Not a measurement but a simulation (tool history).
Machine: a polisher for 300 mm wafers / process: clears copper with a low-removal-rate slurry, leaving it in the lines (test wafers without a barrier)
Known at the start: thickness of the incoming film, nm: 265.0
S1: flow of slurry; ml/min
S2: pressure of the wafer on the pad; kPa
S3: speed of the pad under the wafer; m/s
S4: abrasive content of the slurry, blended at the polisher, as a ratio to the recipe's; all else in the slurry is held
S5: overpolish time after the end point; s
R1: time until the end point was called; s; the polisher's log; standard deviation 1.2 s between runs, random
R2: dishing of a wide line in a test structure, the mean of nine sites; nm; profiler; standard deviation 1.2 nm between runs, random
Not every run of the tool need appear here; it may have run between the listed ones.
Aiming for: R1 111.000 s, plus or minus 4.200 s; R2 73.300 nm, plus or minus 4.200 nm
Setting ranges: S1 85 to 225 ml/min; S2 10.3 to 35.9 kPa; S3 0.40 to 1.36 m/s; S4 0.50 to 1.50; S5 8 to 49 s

run  hour   S1    S2    S3    S4  S5       R1      R2
  1   0.0  145  22.8  0.88  1.00  25   87.922  57.157
  2   7.8  145  22.1  0.88  1.00  26   88.446  57.717
  3  16.5  175  22.1  0.88  1.00  26   89.035  59.386
  4  23.5  195  22.1  0.88  1.00  26   85.087  59.189
  5  26.1  190  21.4  0.88  1.00  27   90.071  60.267
  6  26.8  190  20.7  0.88  1.00  28   93.321  59.121
  7  33.7  190  20.7  0.88  1.00  29   90.623  60.692
  8  38.5  190  20.0  0.88  1.00  31   97.756  61.781
  9  39.9  190  20.0  0.88  1.00  31   96.533  60.932
 10  42.3  190  20.0  0.88  1.00  32   94.345  64.024
 11  49.1  150  16.5  0.86  1.00  42  123.260  64.383

5 candidate next runs follow, results not yet known. Just one meets every target within its allowed miss. Identify it.
  A  55.9  150  17.2  0.96  1.05  33   ?   ?
  B  55.9  210  19.3  0.82  1.40  36   ?   ?
  C  55.9  115  18.6  0.62  1.10  46   ?   ?
  D  55.9  160  15.2  0.88  0.95  39   ?   ?
  E  55.9  145  16.5  0.94  1.15  47   ?   ?

move       R1      R2
   A  103.460  58.800
   B   99.079  65.439
   C  152.390  57.009
   D  127.670  56.064
   E  109.040  71.636
A: takes the result that was furthest off past its target
B: takes the result that was furthest off past its target
C: the biggest miss grows against the last run
D: the biggest miss grows against the last run
E: all results land within tolerance of their targets
The right move is E.
